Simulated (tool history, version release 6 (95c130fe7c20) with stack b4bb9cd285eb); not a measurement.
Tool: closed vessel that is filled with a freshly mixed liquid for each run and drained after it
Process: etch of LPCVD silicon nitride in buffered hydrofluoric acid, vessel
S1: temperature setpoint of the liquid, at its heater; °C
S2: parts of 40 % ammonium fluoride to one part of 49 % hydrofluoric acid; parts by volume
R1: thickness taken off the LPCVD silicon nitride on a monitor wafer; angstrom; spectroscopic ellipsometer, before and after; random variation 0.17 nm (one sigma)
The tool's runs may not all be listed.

{"run": 1, "hour": 0.0, "S1": 23.0, "S2": 15.5, "time in the liquid (s)": 1890, "R1": 161.46}
{"run": 2, "hour": 1.9, "S1": 23.5, "S2": 15.5, "time in the liquid (s)": 1890, "R1": 169.44}
{"run": 3, "hour": 9.4, "S1": 24.0, "S2": 15.5, "time in the liquid (s)": 1890, "R1": 173.08}
{"run": 4, "hour": 17.7, "S1": 26.0, "S2": 15.5, "time in the liquid (s)": 1890, "R1": 195.82}
{"run": 5, "hour": 19.2, "S1": 26.0, "S2": 15.5, "time in the liquid (s)": 1890, "R1": 191.14}
{"run": 6, "hour": 27.8, "S1": 26.0, "S2": 11.5, "time in the liquid (s)": 1890, "R1": 257.2}
{"run": 7, "hour": 34.0, "S1": 25.5, "S2": 11.5, "time in the liquid (s)": 1890, "R1": 251.52}
{"run": 8, "hour": 41.9, "S1": 25.0, "S2": 11.5, "time in the liquid (s)": 1890, "R1": 240.82}
{"run": 9, "hour": 49.3, "S1": 24.5, "S2": 11.5, "time in the liquid (s)": 1890, "R1": 236.0}
{"run": 10, "hour": 53.9, "S1": 24.0, "S2": 11.5, "time in the liquid (s)": 1890, "R1": 232.24}
{"run": 11, "hour": 60.8, "S1": 23.5, "S2": 11.5, "time in the liquid (s)": 1890, "R1": 226.66}

Forecast run 12:
{"run": 12, "hour": 65.1, "S1": 22.0, "S2": 11.5, "time in the liquid (s)": 1890, "R1": "?"}

{"run 12": {"R1": 206.42}}
